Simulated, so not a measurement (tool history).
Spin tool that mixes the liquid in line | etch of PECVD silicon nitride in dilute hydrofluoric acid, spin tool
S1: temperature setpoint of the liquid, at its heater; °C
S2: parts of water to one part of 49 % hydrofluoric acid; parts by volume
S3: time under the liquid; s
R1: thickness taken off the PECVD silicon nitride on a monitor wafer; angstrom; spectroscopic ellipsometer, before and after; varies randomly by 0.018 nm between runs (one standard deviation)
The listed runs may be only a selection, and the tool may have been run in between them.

run,day,S1,S2,S3,R1
1,0.000,24.0,265,70,10.0400
2,0.371,22.0,265,70,8.7784
3,0.679,22.0,180,70,12.8650
4,0.746,23.0,180,70,13.5060
5,1.121,23.0,120,70,20.4200
# day 1.412: hydrofluoric acid flow meter replaced
6,1.412,23.0,60,70,36.3000
7,1.725,21.5,70,70,28.6270
8,2.083,21.5,70,70,28.0260
9,2.442,20.5,75,70,24.4670
10,2.496,19.5,75,70,23.3300
11,2.525,19.0,80,70,21.3610
12,2.833,18.5,80,70,20.0780
13,3.154,18.5,80,70,20.1330
14,3.308,17.0,90,70,16.2420

What does the tool deliver on the next run?
15,3.546,17.5,90,70,?

Run 15 produced R1 16.7520 angstrom.

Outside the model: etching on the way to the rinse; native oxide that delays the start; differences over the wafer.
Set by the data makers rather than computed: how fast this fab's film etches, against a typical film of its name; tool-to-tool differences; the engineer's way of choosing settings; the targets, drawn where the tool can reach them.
